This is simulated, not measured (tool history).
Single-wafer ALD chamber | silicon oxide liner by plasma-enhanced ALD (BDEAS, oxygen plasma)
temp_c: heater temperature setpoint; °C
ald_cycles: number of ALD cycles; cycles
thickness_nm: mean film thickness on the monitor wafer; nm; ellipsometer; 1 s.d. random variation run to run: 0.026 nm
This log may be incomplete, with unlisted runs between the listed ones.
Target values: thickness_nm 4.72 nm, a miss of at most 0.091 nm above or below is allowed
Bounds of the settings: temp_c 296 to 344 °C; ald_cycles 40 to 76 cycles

run    day  temp_c  ald_cycles  thickness_nm
  1      0     320          58        5.5715
  2  0.108     314          58        5.6671
  3  0.242     314          54        5.2829
  4  0.312     317          52        5.0439
  5  0.454     312          52        5.0478
  6  0.604     316          52        5.0739
  7  0.825     316          51        4.9313
  8      1     317          50        4.8164
  9  1.038     318          50        4.8369

5 next moves are on the table. One of them brings every result within its allowed miss. Which?
  A  1.075     309          48             ?
  B  1.075     317          51             ?
  C  1.075     321          51             ?
  D  1.075     323          47             ?
  E  1.075     330          53             ?

move  thickness_nm
   A        4.7256
   B        4.9563
   C        4.9239
   D        4.5228
   E        5.0414
A: every result lands within tolerance
B: lands further from the targets than the last run did
C: lands further from the targets than the last run did
D: the result that was furthest off in the last run now lies on the other side of its target
E: lands further from the targets than the last run did
So the answer is move A, the one that meets all the targets.
